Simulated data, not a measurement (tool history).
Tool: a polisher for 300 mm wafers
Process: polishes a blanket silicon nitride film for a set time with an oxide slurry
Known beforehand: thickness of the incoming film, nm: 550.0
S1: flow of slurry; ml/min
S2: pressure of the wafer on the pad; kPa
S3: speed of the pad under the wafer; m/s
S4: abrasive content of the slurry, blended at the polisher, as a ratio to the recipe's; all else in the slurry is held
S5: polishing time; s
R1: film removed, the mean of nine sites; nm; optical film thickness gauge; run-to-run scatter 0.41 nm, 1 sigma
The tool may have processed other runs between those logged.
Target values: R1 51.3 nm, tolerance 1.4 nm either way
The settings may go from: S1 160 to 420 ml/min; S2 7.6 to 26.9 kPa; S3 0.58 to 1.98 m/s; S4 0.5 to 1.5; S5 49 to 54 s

{"run": 1, "hour": 0.0, "S1": 270, "S2": 17.2, "S3": 1.28, "S4": 1, "S5": 54, "R1": 30.009}
{"run": 2, "hour": 8.9, "S1": 270, "S2": 17.2, "S3": 1.28, "S4": 1.15, "S5": 54, "R1": 31.776}
{"run": 3, "hour": 14.5, "S1": 270, "S2": 18.6, "S3": 1.28, "S4": 1.15, "S5": 54, "R1": 33.875}
{"run": 4, "hour": 23.5, "S1": 270, "S2": 20, "S3": 1.28, "S4": 1.15, "S5": 54, "R1": 36.787}
{"run": 5, "hour": 26.4, "S1": 270, "S2": 20.7, "S3": 1.28, "S4": 1.15, "S5": 54, "R1": 38.475}
{"run": 6, "hour": 28.6, "S1": 270, "S2": 20.7, "S3": 1.28, "S4": 0.95, "S5": 54, "R1": 35.29}
{"run": 7, "hour": 32.8, "S1": 270, "S2": 21.4, "S3": 1.28, "S4": 0.95, "S5": 54, "R1": 36.614}
{"run": 8, "hour": 35.1, "S1": 270, "S2": 22.1, "S3": 1.28, "S4": 0.95, "S5": 54, "R1": 37.257}
{"run": 9, "hour": 37.8, "S1": 270, "S2": 22.8, "S3": 1.3, "S4": 0.95, "S5": 54, "R1": 38.229}
{"run": 10, "hour": 45.3, "S1": 270, "S2": 23.4, "S3": 1.34, "S4": 0.95, "S5": 54, "R1": 41.399}
{"run": 11, "hour": 48.2, "S1": 270, "S2": 24.1, "S3": 1.36, "S4": 0.95, "S5": 54, "R1": 42.72}
{"run": 12, "hour": 54.6, "S1": 270, "S2": 24.8, "S3": 1.38, "S4": 0.95, "S5": 54, "R1": 44.007}
{"run": 13, "hour": 57.0, "S1": 270, "S2": 24.8, "S3": 1.4, "S4": 0.95, "S5": 54, "R1": 45.034}
{"run": 14, "hour": 59.0, "S1": 275, "S2": 26.2, "S3": 1.44, "S4": 0.95, "S5": 54, "R1": 48.418}

Which one of the following 4 next-run settings gets every result inside its allowed miss? There is exactly one.
{"run": "A", "hour": 61.0, "S1": 305, "S2": 25.5, "S3": 1.86, "S4": 0.9, "S5": 49, "R1": "?"}
{"run": "B", "hour": 61.0, "S1": 275, "S2": 26.2, "S3": 1.5, "S4": 0.9, "S5": 50, "R1": "?"}
{"run": "C", "hour": 61.0, "S1": 255, "S2": 24.1, "S3": 1.6, "S4": 0.95, "S5": 51, "R1": "?"}
{"run": "D", "hour": 61.0, "S1": 290, "S2": 26.2, "S3": 1.44, "S4": 0.85, "S5": 52, "R1": "?"}

move=A R1=51.788
move=B R1=45.466
move=C R1=46.075
move=D R1=44.568
A: meets every target
B: lands further from the targets than the last run did
C: lands further from the targets than the last run did
D: lands further from the targets than the last run did
A is the move that brings every result within its allowed miss.
